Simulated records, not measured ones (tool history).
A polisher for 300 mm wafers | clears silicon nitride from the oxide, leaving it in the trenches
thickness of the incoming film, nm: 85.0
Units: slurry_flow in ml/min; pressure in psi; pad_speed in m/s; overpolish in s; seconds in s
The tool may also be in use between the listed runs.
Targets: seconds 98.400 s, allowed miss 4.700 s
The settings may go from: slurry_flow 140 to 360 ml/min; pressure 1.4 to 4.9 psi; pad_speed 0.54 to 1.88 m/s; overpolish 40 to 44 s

run 1 hour=0.0 | slurry_flow=230 pressure=3.1 pad_speed=1.20 overpolish=40 | seconds=76.040
run 2 hour=7.1 | slurry_flow=230 pressure=3.0 pad_speed=1.20 overpolish=40 | seconds=80.670
run 3 hour=8.3 | slurry_flow=230 pressure=3.5 pad_speed=1.20 overpolish=40 | seconds=69.043
run 4 hour=9.9 | slurry_flow=285 pressure=3.5 pad_speed=1.20 overpolish=40 | seconds=67.065
run 5 hour=15.3 | slurry_flow=285 pressure=3.3 pad_speed=1.20 overpolish=40 | seconds=70.916
run 6 hour=19.9 | slurry_flow=285 pressure=3.3 pad_speed=1.38 overpolish=40 | seconds=61.256
run 7 hour=28.1 | slurry_flow=285 pressure=3.1 pad_speed=1.38 overpolish=40 | seconds=67.204
run 8 hour=36.1 | slurry_flow=285 pressure=2.9 pad_speed=1.38 overpolish=40 | seconds=69.880
run 9 hour=42.9 | slurry_flow=285 pressure=2.7 pad_speed=1.38 overpolish=40 | seconds=74.009
run 10 hour=47.5 | slurry_flow=285 pressure=2.6 pad_speed=1.38 overpolish=40 | seconds=76.915
run 11 hour=51.5 | slurry_flow=285 pressure=2.5 pad_speed=1.38 overpolish=40 | seconds=80.475
run 12 hour=53.3 | slurry_flow=285 pressure=1.8 pad_speed=1.36 overpolish=40 | seconds=108.070

4 next moves are on the table. One of them brings every result within its allowed miss. Which?
run A hour=55.1 | slurry_flow=180 pressure=1.7 pad_speed=1.62 overpolish=40 | seconds=?
run B hour=55.1 | slurry_flow=295 pressure=1.9 pad_speed=1.52 overpolish=43 | seconds=?
run C hour=55.1 | slurry_flow=300 pressure=2.0 pad_speed=1.44 overpolish=43 | seconds=?
run D hour=55.1 | slurry_flow=275 pressure=2.2 pad_speed=1.42 overpolish=40 | seconds=?

move=A seconds=99.734
move=B seconds=91.201
move=C seconds=92.046
move=D seconds=86.964
A: meets every target
B: takes the result that was furthest off past its target
C: takes the result that was furthest off past its target
D: takes the result that was furthest off past its target
Move A is the one to make.
